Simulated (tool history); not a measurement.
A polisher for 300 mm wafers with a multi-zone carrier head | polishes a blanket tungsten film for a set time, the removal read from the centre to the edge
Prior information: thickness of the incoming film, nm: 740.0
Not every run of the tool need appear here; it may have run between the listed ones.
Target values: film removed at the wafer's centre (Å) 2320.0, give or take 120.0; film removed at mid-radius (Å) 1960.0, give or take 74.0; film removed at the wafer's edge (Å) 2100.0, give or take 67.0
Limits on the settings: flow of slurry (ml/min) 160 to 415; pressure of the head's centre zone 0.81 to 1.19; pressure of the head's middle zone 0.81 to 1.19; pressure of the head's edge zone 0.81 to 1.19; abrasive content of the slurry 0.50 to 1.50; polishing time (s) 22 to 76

run	hour	flow of slurry (ml/min)	pressure of the head's centre zone	pressure of the head's middle zone	pressure of the head's edge zone	abrasive content of the slurry	polishing time (s)	film removed at the wafer's centre (Å)	film removed at mid-radius (Å)	film removed at the wafer's edge (Å)
1	0.0	265	1.00	1.00	1.00	1.00	49	2969.8	3045.4	3015.4
2	3.4	265	1.01	0.98	0.98	0.95	48	2874.5	2854.9	2836.7
3	4.6	265	1.01	0.98	0.98	0.95	43	2607.3	2655.2	2601.7
4	5.4	260	1.02	0.96	0.97	0.90	43	2614.3	2539.4	2528.0
5	14.0	260	1.02	0.96	0.97	0.90	35	2091.0	2058.3	2072.6
6	16.1	260	1.03	0.95	0.97	0.90	35	2166.5	2031.1	2045.1
7	18.4	260	1.03	0.95	0.98	0.90	35	2157.8	2029.3	2060.4
8	23.3	260	1.03	0.95	0.98	0.90	35	2152.8	2037.1	2093.0
9	25.3	260	1.04	0.95	0.98	0.90	35	2151.2	2039.9	2030.4
10	27.5	270	1.10	0.86	1.03	1.00	35	2302.7	1956.2	2177.8

Which one of the following 4 next-run settings gets every result inside its allowed miss? There is exactly one.
A	29.7	360	1.14	0.92	1.07	1.00	32	?	?	?
B	29.7	305	1.01	0.81	1.09	0.95	36	?	?	?
C	29.7	185	1.14	0.88	1.11	0.80	38	?	?	?
D	29.7	265	1.18	0.82	1.13	0.95	35	?	?	?

move	film removed at the wafer's centre (Å)	film removed at mid-radius (Å)	film removed at the wafer's edge (Å)
A	2332.0	1982.9	2075.9
B	2260.0	1992.0	2309.9
C	2431.0	2021.3	2268.4
D	2528.5	1922.7	2261.5
A: every result within its allowed miss
B: moves away from the targets compared with the last run
C: moves away from the targets compared with the last run
D: moves away from the targets compared with the last run
The right move is A.
